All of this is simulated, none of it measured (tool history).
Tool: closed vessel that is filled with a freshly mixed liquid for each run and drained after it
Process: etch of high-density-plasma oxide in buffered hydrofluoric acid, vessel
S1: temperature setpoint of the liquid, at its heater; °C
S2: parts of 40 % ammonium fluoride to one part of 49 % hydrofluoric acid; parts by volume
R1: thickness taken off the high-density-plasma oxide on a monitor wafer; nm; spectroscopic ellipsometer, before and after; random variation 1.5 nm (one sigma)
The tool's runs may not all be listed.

Run 1, hour 0: S1 24 °C, S2 21 parts by volume, time in the liquid (s) 95. Result: R1 64.779 nm.
Run 2, hour 5.8: S1 24 °C, S2 21 parts by volume, time in the liquid (s) 95. Result: R1 63.705 nm.
Run 3, hour 13.9: S1 25 °C, S2 19.5 parts by volume, time in the liquid (s) 95. Result: R1 71.058 nm.
Run 4, hour 22.2: S1 25 °C, S2 14.5 parts by volume, time in the liquid (s) 95. Result: R1 97.371 nm.
Run 5, hour 31.1: S1 25.5 °C, S2 14 parts by volume, time in the liquid (s) 95. Result: R1 100.98 nm.
Run 6, hour 39.9: S1 25.5 °C, S2 14 parts by volume, time in the liquid (s) 95. Result: R1 102.69 nm.
Run 7, hour 48.9: S1 26 °C, S2 14 parts by volume, time in the liquid (s) 95. Result: R1 105.52 nm.

Expected results for the next run?
Run 8, hour 53: S1 26.5 °C, S2 14 parts by volume, time in the liquid (s) 95. Result: R1 ?.

R1: 107.13 nm
